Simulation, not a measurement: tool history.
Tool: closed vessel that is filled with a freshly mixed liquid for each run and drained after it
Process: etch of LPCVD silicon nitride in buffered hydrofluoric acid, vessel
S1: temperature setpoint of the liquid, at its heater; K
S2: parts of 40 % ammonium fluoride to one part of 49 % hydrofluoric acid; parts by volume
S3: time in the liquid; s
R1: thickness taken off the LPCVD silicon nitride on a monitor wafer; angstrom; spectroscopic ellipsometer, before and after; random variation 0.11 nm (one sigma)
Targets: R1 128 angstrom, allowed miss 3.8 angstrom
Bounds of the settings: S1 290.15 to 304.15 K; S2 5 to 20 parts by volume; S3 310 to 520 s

| run | day | S1 | S2 | S3 | R1 |
|---|---|---|---|---|---|
| 1 | 0 | 296.15 | 12 | 520 | 61.626 |
| 2 | 0.371 | 293.15 | 12 | 520 | 52.414 |
| 3 | 0.412 | 293.15 | 12 | 310 | 31.479 |
| 4 | 0.596 | 296.65 | 11.5 | 310 | 40.214 |
| 5 | 0.767 | 293.65 | 11.5 | 310 | 34.439 |
| 6 | 1.112 | 292.15 | 11.5 | 310 | 31.272 |
| 7 | 1.217 | 295.65 | 9.5 | 375 | 54.246 |
| 8 | 1.296 | 299.65 | 7.5 | 380 | 87.005 |
| 9 | 1.508 | 301.15 | 7.5 | 380 | 92.543 |
| 10 | 1.842 | 301.15 | 7.5 | 380 | 91.926 |
| 11 | 2.162 | 302.15 | 7 | 380 | 105.48 |
| 12 | 2.362 | 302.65 | 7 | 380 | 108 |
| 13 | 2.675 | 303.15 | 6.5 | 380 | 119.04 |

Which of these 4 next moves meets every target?
| A | 2.988 | 302.65 | 5.5 | 310 | ? |
| B | 2.988 | 304.15 | 5 | 310 | ? |
| C | 2.988 | 298.65 | 7.5 | 520 | ? |
| D | 2.988 | 301.15 | 5 | 310 | ? |

| move | R1 |
|---|---|
| A | 108.62 |
| B | 127.29 |
| C | 111.15 |
| D | 108.76 |
A: further off than the last run
B: meets every target
C: further off than the last run
D: further off than the last run
Answer: B

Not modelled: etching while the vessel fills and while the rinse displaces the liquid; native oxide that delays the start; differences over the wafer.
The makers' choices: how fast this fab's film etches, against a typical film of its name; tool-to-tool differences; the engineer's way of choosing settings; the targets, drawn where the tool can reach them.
